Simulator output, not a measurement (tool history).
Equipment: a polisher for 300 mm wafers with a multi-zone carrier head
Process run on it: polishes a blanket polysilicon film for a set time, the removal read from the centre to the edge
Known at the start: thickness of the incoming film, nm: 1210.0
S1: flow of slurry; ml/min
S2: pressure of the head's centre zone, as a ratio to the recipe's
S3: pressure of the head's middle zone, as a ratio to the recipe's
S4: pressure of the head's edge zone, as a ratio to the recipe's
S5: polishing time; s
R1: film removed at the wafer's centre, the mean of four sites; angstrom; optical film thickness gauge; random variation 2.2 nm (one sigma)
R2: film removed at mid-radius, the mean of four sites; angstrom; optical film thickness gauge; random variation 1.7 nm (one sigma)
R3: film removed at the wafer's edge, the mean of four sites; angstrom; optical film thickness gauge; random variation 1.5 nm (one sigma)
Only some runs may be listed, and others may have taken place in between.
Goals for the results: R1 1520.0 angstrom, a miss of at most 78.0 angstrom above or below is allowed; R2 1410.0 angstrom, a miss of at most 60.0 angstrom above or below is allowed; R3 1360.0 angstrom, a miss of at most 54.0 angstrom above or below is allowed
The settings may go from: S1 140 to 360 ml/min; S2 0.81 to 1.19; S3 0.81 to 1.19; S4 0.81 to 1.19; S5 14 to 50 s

{"run": 1, "hour": 0.0, "S1": 230, "S2": 1.0, "S3": 1.0, "S4": 1.0, "S5": 32, "R1": 1940.0, "R2": 1941.9, "R3": 1993.4}
{"run": 2, "hour": 5.0, "S1": 230, "S2": 1.0, "S3": 0.94, "S4": 1.0, "S5": 32, "R1": 1993.9, "R2": 1879.6, "R3": 1989.9}
{"run": 3, "hour": 5.6, "S1": 230, "S2": 1.0, "S3": 0.94, "S4": 1.08, "S5": 32, "R1": 1991.4, "R2": 1874.4, "R3": 2068.0}
{"run": 4, "hour": 6.9, "S1": 230, "S2": 1.01, "S3": 0.95, "S4": 1.05, "S5": 30, "R1": 1884.9, "R2": 1777.0, "R3": 1943.2}
{"run": 5, "hour": 9.9, "S1": 230, "S2": 1.02, "S3": 0.96, "S4": 1.01, "S5": 29, "R1": 1791.4, "R2": 1719.1, "R3": 1851.5}
{"run": 6, "hour": 17.0, "S1": 235, "S2": 1.05, "S3": 0.97, "S4": 0.98, "S5": 28, "R1": 1847.9, "R2": 1689.0, "R3": 1742.7}
{"run": 7, "hour": 20.5, "S1": 225, "S2": 1.0, "S3": 0.96, "S4": 0.88, "S5": 22, "R1": 1363.1, "R2": 1287.9, "R3": 1294.5}
{"run": 8, "hour": 28.5, "S1": 230, "S2": 1.01, "S3": 0.97, "S4": 0.88, "S5": 22, "R1": 1365.2, "R2": 1327.7, "R3": 1309.2}
{"run": 9, "hour": 33.1, "S1": 260, "S2": 1.11, "S3": 0.98, "S4": 0.88, "S5": 23, "R1": 1598.3, "R2": 1420.2, "R3": 1358.8}

Exactly one of the 5 candidate moves below puts every result within its allowed miss. Which one?
{"run": "A", "hour": 37.7, "S1": 295, "S2": 1.07, "S3": 0.99, "S4": 0.91, "S5": 22, "R1": "?", "R2": "?", "R3": "?"}
{"run": "B", "hour": 37.7, "S1": 285, "S2": 1.19, "S3": 1.01, "S4": 0.89, "S5": 22, "R1": "?", "R2": "?", "R3": "?"}
{"run": "C", "hour": 37.7, "S1": 255, "S2": 1.17, "S3": 1.0, "S4": 0.85, "S5": 23, "R1": "?", "R2": "?", "R3": "?"}
{"run": "D", "hour": 37.7, "S1": 265, "S2": 1.18, "S3": 0.99, "S4": 0.84, "S5": 24, "R1": "?", "R2": "?", "R3": "?"}
{"run": "E", "hour": 37.7, "S1": 290, "S2": 1.17, "S3": 0.99, "S4": 0.81, "S5": 23, "R1": "?", "R2": "?", "R3": "?"}

move=A R1=1491.8 R2=1400.8 R3=1380.0
move=B R1=1652.9 R2=1418.0 R3=1361.4
move=C R1=1672.2 R2=1449.5 R3=1379.4
move=D R1=1769.7 R2=1507.3 R3=1437.4
move=E R1=1702.5 R2=1461.0 R3=1367.2
A: all results in spec
B: further off than the last run
C: further off than the last run
D: further off than the last run
E: further off than the last run
Answer: A
